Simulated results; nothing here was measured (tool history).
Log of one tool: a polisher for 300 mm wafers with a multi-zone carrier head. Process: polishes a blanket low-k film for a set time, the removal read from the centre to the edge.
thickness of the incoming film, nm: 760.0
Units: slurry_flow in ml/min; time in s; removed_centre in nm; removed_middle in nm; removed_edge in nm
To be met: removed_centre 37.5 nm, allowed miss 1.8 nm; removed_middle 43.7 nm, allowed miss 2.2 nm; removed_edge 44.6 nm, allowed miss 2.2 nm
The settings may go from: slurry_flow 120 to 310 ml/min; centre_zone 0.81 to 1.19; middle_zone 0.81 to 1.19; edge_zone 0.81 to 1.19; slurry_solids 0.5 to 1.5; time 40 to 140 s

run  hour  slurry_flow  centre_zone  middle_zone  edge_zone  slurry_solids  time  removed_centre  removed_middle  removed_edge
  1     0          200            1            1          1              1    90          48.373          49.413        49.611
  2   6.9          200            1         1.05          1              1    90          47.031          51.768        50.113
  3  12.5          195         0.97         1.03          1           0.95    90          44.876          49.689        48.749
  4  17.1          195         0.97         1.03       0.91           0.95    90          46.686          49.739        47.112
  5  22.4          195         1.04         1.03       0.91           0.95    90          47.509          48.448        47.857
  6  28.8          195         1.04         1.03       0.91           0.95   100          52.481          54.886        53.233
  7  30.7          195         1.04         1.03       0.91           0.95   100          55.164          52.871        52.683
  8  32.8          185         1.01         1.03       0.95           0.85    99          48.391          50.945        51.251
  9  35.3          185         1.01         1.03       0.95           0.85    99          49.708          49.783        51.336
 10  43.1          185         0.98         1.05       0.96            0.8    98          46.175          49.915        48.131
 11  48.8          170         0.96         1.05       0.99           0.75    98          43.022          47.846         46.28
 12  53.7          160         0.94         1.04       1.02           0.75    98          42.395          48.041        47.298

5 next moves are on the table. One of them brings every result within its allowed miss. Which?
  A  58.6          120         0.81         1.06       1.19            0.6   105               ?               ?             ?
  B  58.6          140          0.9         1.05       1.12            0.7    95               ?               ?             ?
  C  58.6          205         1.07         1.16       0.85            0.8    96               ?               ?             ?
  D  58.6          170         1.02         1.05       1.06            0.9    89               ?               ?             ?
  E  58.6          160          0.9         1.19       0.82           0.85    91               ?               ?             ?

move  removed_centre  removed_middle  removed_edge
   A          35.439          43.747        47.394
   B          38.255           43.55         46.18
   C          49.458          52.955        47.508
   D          45.404           47.17        48.746
   E          41.094          50.812        44.706
A: takes the result that was furthest off past its target
B: meets every target
C: further off than the last run
D: further off than the last run
E: further off than the last run
Answer: B
